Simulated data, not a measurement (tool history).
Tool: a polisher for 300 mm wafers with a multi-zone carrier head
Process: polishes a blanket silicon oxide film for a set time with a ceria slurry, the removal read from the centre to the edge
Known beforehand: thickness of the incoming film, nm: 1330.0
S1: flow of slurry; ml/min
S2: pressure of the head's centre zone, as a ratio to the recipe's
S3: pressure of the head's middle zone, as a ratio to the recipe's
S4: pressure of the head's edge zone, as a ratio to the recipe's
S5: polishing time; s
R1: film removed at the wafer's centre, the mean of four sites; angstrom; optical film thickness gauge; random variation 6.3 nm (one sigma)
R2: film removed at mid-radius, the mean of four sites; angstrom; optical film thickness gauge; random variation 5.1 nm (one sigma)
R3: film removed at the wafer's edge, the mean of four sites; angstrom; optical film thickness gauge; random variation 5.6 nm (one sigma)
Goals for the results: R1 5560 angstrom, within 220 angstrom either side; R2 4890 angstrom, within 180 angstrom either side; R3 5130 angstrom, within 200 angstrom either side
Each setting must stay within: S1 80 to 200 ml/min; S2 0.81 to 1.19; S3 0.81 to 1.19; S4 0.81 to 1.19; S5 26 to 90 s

{"run": 1, "day": 0.0, "S1": 130, "S2": 1, "S3": 1, "S4": 1, "S5": 58, "R1": 3750.6, "R2": 3822.1, "R3": 3856.9}
{"run": 2, "day": 0.175, "S1": 130, "S2": 1, "S3": 1.03, "S4": 1, "S5": 58, "R1": 3793.9, "R2": 3886.8, "R3": 3796.3}
{"run": 3, "day": 0.246, "S1": 130, "S2": 1, "S3": 0.99, "S4": 1, "S5": 58, "R1": 3843, "R2": 3846.1, "R3": 3865.3}
{"run": 4, "day": 0.575, "S1": 110, "S2": 1, "S3": 0.99, "S4": 1, "S5": 58, "R1": 3650.1, "R2": 3717.1, "R3": 3738.3}
{"run": 5, "day": 0.8, "S1": 120, "S2": 1.02, "S3": 1, "S4": 1.02, "S5": 60, "R1": 3974.5, "R2": 3890.9, "R3": 4021}
{"run": 6, "day": 1.092, "S1": 90, "S2": 1.02, "S3": 1, "S4": 1.02, "S5": 60, "R1": 3581.1, "R2": 3652, "R3": 3761.6}
{"run": 7, "day": 1.258, "S1": 105, "S2": 1.03, "S3": 1.01, "S4": 1.03, "S5": 61, "R1": 3860.7, "R2": 3900.6, "R3": 4052.2}
{"run": 8, "day": 1.35, "S1": 140, "S2": 1.13, "S3": 1.05, "S4": 1.04, "S5": 62, "R1": 4599.5, "R2": 4334, "R3": 4295.7}
{"run": 9, "day": 1.488, "S1": 145, "S2": 1.14, "S3": 1.05, "S4": 1.06, "S5": 63, "R1": 4692.7, "R2": 4411.6, "R3": 4308.2}
{"run": 10, "day": 1.554, "S1": 145, "S2": 1.14, "S3": 1.04, "S4": 1.07, "S5": 65, "R1": 4808.1, "R2": 4563.8, "R3": 4622.7}
{"run": 11, "day": 1.671, "S1": 150, "S2": 1.15, "S3": 1.03, "S4": 1.07, "S5": 65, "R1": 5046.8, "R2": 4486.1, "R3": 4513.6}
{"run": 12, "day": 2.004, "S1": 155, "S2": 1.15, "S3": 1.03, "S4": 1.09, "S5": 66, "R1": 5048.2, "R2": 4745.5, "R3": 4638.7}
{"run": 13, "day": 2.279, "S1": 160, "S2": 1.19, "S3": 0.93, "S4": 1.14, "S5": 71, "R1": 5672.5, "R2": 4588.6, "R3": 5272.8}
{"run": 14, "day": 2.375, "S1": 160, "S2": 1.18, "S3": 0.94, "S4": 1.13, "S5": 71, "R1": 5499.4, "R2": 4688.3, "R3": 5219.3}
{"day": 2.425, "done": "slurry nozzle cleaned"}
{"run": 15, "day": 2.425, "S1": 160, "S2": 1.18, "S3": 0.95, "S4": 1.13, "S5": 71, "R1": 5802.4, "R2": 4890.5, "R3": 5319.5}
{"run": 16, "day": 2.471, "S1": 160, "S2": 1.18, "S3": 0.95, "S4": 1.13, "S5": 71, "R1": 5951.3, "R2": 5012.2, "R3": 5369.8}

5 next moves are on the table. One of them brings every result within its allowed miss. Which?
{"run": "A", "day": 2.517, "S1": 115, "S2": 0.96, "S3": 1.06, "S4": 1.19, "S5": 74, "R1": "?", "R2": "?", "R3": "?"}
{"run": "B", "day": 2.517, "S1": 170, "S2": 1.11, "S3": 0.95, "S4": 1.05, "S5": 70, "R1": "?", "R2": "?", "R3": "?"}
{"run": "C", "day": 2.517, "S1": 140, "S2": 1.04, "S3": 0.99, "S4": 1.19, "S5": 76, "R1": "?", "R2": "?", "R3": "?"}
{"run": "D", "day": 2.517, "S1": 115, "S2": 1.07, "S3": 0.81, "S4": 1.19, "S5": 82, "R1": "?", "R2": "?", "R3": "?"}
{"run": "E", "day": 2.517, "S1": 180, "S2": 1.19, "S3": 0.98, "S4": 1.1, "S5": 72, "R1": "?", "R2": "?", "R3": "?"}

move=A R1=4907 R2=5317.9 R3=5416.2
move=B R1=5605.7 R2=4903.9 R3=5068.3
move=C R1=5582.7 R2=5341.8 R3=5710.7
move=D R1=5905.2 R2=4707 R3=6021.8
move=E R1=6154.7 R2=5219.5 R3=5359.6
A: the result that was furthest off in the last run now lies on the other side of its target
B: meets every target
C: brings the result that was furthest off to its target, and leaves another outside
D: its largest miss is bigger than the last run's
E: its largest miss is bigger than the last run's
Move B is the one to make.

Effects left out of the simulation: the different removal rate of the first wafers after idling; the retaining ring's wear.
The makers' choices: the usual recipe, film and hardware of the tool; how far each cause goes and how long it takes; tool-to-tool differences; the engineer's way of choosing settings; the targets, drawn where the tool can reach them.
